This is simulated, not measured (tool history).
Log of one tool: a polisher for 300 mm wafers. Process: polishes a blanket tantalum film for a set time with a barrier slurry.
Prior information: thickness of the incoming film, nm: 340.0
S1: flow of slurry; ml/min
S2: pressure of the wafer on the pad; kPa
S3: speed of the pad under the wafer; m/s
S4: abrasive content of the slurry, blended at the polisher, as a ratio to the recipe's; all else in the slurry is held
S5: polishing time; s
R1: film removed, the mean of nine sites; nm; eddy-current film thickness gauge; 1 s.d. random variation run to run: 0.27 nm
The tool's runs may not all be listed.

Run 1, hour 0: S1 265 ml/min, S2 12.4 kPa, S3 0.8 m/s, S4 1, S5 30 s. Result: R1 39.949 nm.
Run 2, hour 3.7: S1 265 ml/min, S2 13.8 kPa, S3 0.8 m/s, S4 1, S5 30 s. Result: R1 44.548 nm.
Run 3, hour 12.5: S1 265 ml/min, S2 13.8 kPa, S3 0.94 m/s, S4 1, S5 30 s. Result: R1 50.554 nm.
Run 4, hour 14.1: S1 265 ml/min, S2 12.4 kPa, S3 0.94 m/s, S4 1, S5 30 s. Result: R1 45.914 nm.
Run 5, hour 15.4: S1 230 ml/min, S2 12.4 kPa, S3 0.94 m/s, S4 1, S5 30 s. Result: R1 45.453 nm.
Run 6, hour 21.1: S1 230 ml/min, S2 11.7 kPa, S3 0.94 m/s, S4 1, S5 30 s. Result: R1 42.708 nm.
Run 7, hour 27.9: S1 230 ml/min, S2 11 kPa, S3 0.94 m/s, S4 1, S5 30 s. Result: R1 41.579 nm.

Estimate the outcome of run 8 from the log above:
Run 8, hour 34.5: S1 230 ml/min, S2 10.3 kPa, S3 0.94 m/s, S4 1, S5 30 s. Result: R1 ?.

{"run 8": {"R1": 38.558}}

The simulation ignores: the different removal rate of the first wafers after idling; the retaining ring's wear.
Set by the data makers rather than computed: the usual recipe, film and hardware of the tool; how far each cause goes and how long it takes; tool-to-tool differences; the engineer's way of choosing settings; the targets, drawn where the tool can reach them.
